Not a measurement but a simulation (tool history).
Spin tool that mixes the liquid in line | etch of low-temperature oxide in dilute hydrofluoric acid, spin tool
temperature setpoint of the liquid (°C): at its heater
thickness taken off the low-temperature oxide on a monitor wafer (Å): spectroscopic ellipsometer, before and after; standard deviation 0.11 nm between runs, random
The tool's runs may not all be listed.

| run | hour | temperature setpoint of the liquid (°C) | parts of water to one part of 49 % hydrofluoric acid (parts by volume) | time under the liquid (s) | thickness taken off the low-temperature oxide on a monitor wafer (Å) |
|---|---|---|---|---|---|
| 1 | 0.0 | 26.0 | 110 | 65 | 98.371 |
| 2 | 2.1 | 26.0 | 140 | 65 | 72.898 |
| 3 | 4.7 | 23.5 | 140 | 65 | 66.886 |
| 4 | 9.0 | 25.0 | 135 | 65 | 72.323 |
| 5 | 10.4 | 28.0 | 135 | 65 | 83.090 |
| 6 | 15.6 | 28.0 | 160 | 65 | 67.327 |
| 7 | 23.2 | 29.0 | 155 | 65 | 72.685 |
| 8 | 30.9 | 29.5 | 150 | 65 | 76.879 |
| 9 | 35.1 | 30.0 | 145 | 65 | 81.026 |
| 10 | 38.3 | 30.5 | 140 | 65 | 86.304 |
| 11 | 39.2 | 34.0 | 100 | 65 | 146.060 |

For run 12, what comes out?
| 12 | 46.1 | 33.5 | 100 | 65 | ? |

thickness taken off the low-temperature oxide on a monitor wafer (Å): 145.760
